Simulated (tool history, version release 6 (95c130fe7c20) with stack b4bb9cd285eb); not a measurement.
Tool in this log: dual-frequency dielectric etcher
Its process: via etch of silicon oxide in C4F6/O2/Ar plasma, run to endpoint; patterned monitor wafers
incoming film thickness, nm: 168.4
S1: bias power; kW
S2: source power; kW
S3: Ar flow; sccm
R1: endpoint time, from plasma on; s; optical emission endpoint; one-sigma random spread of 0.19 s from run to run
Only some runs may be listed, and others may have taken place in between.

{"run": 1, "day": 0.0, "S1": 0.526, "S2": 0.31, "S3": 300, "R1": 37.87}
{"run": 2, "day": 0.154, "S1": 0.547, "S2": 0.31, "S3": 299, "R1": 36.519}
{"run": 3, "day": 0.329, "S1": 0.454, "S2": 0.31, "S3": 299, "R1": 40.532}
{"run": 4, "day": 0.633, "S1": 0.454, "S2": 0.31, "S3": 255, "R1": 40.487}
{"run": 5, "day": 0.796, "S1": 0.482, "S2": 0.31, "S3": 255, "R1": 39.329}
{"run": 6, "day": 0.862, "S1": 0.482, "S2": 0.31, "S3": 294, "R1": 39.032}

For run 7, what comes out?
{"run": 7, "day": 1.225, "S1": 0.505, "S2": 0.31, "S3": 294, "R1": "?"}

{"run 7": {"R1": 38.489}}
